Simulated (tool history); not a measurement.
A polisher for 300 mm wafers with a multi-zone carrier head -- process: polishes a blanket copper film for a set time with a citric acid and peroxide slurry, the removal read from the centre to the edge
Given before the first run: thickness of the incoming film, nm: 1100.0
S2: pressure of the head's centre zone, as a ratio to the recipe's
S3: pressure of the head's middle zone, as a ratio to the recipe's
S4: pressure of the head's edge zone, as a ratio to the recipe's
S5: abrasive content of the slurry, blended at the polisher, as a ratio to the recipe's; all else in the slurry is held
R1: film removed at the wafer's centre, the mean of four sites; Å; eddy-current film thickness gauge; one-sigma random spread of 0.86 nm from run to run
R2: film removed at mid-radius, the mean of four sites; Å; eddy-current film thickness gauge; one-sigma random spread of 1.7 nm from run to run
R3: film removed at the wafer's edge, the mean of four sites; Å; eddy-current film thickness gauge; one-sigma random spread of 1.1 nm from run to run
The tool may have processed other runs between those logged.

{"run": 1, "hour": 0.0, "flow of slurry (ml/min)": 140, "S2": 1.0, "S3": 1.0, "S4": 1.0, "S5": 1.0, "polishing time (s)": 51, "R1": 1197.0, "R2": 1216.7, "R3": 1216.9}
{"run": 2, "hour": 4.6, "flow of slurry (ml/min)": 150, "S2": 1.01, "S3": 0.98, "S4": 1.02, "S5": 1.0, "polishing time (s)": 51, "R1": 1234.8, "R2": 1196.7, "R3": 1210.5}
{"run": 3, "hour": 6.8, "flow of slurry (ml/min)": 150, "S2": 1.01, "S3": 0.98, "S4": 1.02, "S5": 1.0, "polishing time (s)": 41, "R1": 984.25, "R2": 992.31, "R3": 980.85}
{"run": 4, "hour": 13.5, "flow of slurry (ml/min)": 140, "S2": 1.02, "S3": 0.97, "S4": 1.04, "S5": 1.1, "polishing time (s)": 43, "R1": 1055.7, "R2": 1028.7, "R3": 1044.1}
{"run": 5, "hour": 20.0, "flow of slurry (ml/min)": 140, "S2": 1.02, "S3": 0.97, "S4": 1.04, "S5": 1.3, "polishing time (s)": 43, "R1": 1087.1, "R2": 1073.7, "R3": 1099.7}
{"run": 6, "hour": 26.2, "flow of slurry (ml/min)": 140, "S2": 1.02, "S3": 0.97, "S4": 0.95, "S5": 1.3, "polishing time (s)": 43, "R1": 1091.7, "R2": 1082.5, "R3": 1049.2}
{"run": 7, "hour": 29.9, "flow of slurry (ml/min)": 145, "S2": 1.03, "S3": 0.96, "S4": 0.99, "S5": 1.35, "polishing time (s)": 44, "R1": 1143.1, "R2": 1087.7, "R3": 1092.0}
{"run": 8, "hour": 32.2, "flow of slurry (ml/min)": 145, "S2": 1.04, "S3": 0.96, "S4": 1.02, "S5": 1.4, "polishing time (s)": 45, "R1": 1193.7, "R2": 1162.2, "R3": 1160.6}
{"run": 9, "hour": 39.6, "flow of slurry (ml/min)": 150, "S2": 1.05, "S3": 0.94, "S4": 1.05, "S5": 1.4, "polishing time (s)": 46, "R1": 1243.6, "R2": 1152.1, "R3": 1224.5}
{"run": 10, "hour": 43.2, "flow of slurry (ml/min)": 160, "S2": 1.05, "S3": 0.93, "S4": 1.07, "S5": 1.4, "polishing time (s)": 46, "R1": 1253.9, "R2": 1178.7, "R3": 1247.9}
{"run": 11, "hour": 44.9, "flow of slurry (ml/min)": 170, "S2": 1.06, "S3": 0.92, "S4": 1.09, "S5": 1.4, "polishing time (s)": 46, "R1": 1273.1, "R2": 1155.1, "R3": 1250.5}
{"run": 12, "hour": 53.4, "flow of slurry (ml/min)": 175, "S2": 1.07, "S3": 0.92, "S4": 1.11, "S5": 1.4, "polishing time (s)": 46, "R1": 1293.2, "R2": 1182.8, "R3": 1291.5}

Run 13 has not been measured yet. What should we expect?
{"run": 13, "hour": 56.4, "flow of slurry (ml/min)": 180, "S2": 1.08, "S3": 0.91, "S4": 1.12, "S5": 1.4, "polishing time (s)": 46, "R1": "?", "R2": "?", "R3": "?"}

For run 13 the tool returned R1 1303.60 Å, R2 1184.70 Å, R3 1285.90 Å.

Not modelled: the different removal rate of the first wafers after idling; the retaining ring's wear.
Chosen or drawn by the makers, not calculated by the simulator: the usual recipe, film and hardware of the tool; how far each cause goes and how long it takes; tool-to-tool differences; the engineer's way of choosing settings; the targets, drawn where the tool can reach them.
